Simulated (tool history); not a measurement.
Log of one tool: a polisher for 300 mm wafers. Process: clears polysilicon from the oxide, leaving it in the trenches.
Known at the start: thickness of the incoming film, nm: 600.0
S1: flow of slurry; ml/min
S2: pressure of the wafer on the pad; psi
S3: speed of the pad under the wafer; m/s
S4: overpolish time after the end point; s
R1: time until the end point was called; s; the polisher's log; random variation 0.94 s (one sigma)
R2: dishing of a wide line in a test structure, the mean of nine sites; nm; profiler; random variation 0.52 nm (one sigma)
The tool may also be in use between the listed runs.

| run | hour | S1 | S2 | S3 | S4 | R1 | R2 |
|---|---|---|---|---|---|---|---|
| 1 | 0 | 180 | 1.8 | 0.86 | 22 | 78.53 | 46.434 |
| 2 | 4.8 | 180 | 1.8 | 0.98 | 22 | 71.668 | 45.807 |
| 3 | 6 | 215 | 1.8 | 0.98 | 22 | 69.61 | 47.904 |
| 4 | 14.5 | 190 | 1.7 | 1.04 | 19 | 70.745 | 45.524 |
| 5 | 21.3 | 190 | 1.4 | 1.04 | 19 | 86.213 | 44.665 |
| 6 | 28.7 | 170 | 1.4 | 1.1 | 16 | 84.332 | 43.242 |
| 7 | 32.2 | 155 | 1.4 | 1.16 | 14 | 80.621 | 42.122 |
| 8 | 40.9 | 145 | 1.4 | 1.2 | 12 | 78.232 | 40.723 |
| 9 | 42.6 | 135 | 1.4 | 1.24 | 11 | 79.424 | 40.924 |
| 10 | 51.5 | 185 | 1.4 | 1 | 7 | 88.375 | 30.697 |
| 11 | 54.5 | 190 | 1.5 | 1.02 | 8 | 82.865 | 33.782 |
| 12 | 58.1 | 195 | 1.6 | 1.02 | 8 | 77.52 | 35.995 |
| 13 | 62.2 | 205 | 1.7 | 0.98 | 8 | 74.646 | 35.402 |
| 14 | 64.8 | 210 | 1.7 | 0.98 | 8 | 74.555 | 35.128 |

Run 15 comes next. What will it give?
| 15 | 65.5 | 215 | 1.7 | 0.98 | 8 | ? | ? |

{"run 15": {"R1": 74.786, "R2": 35.789}}
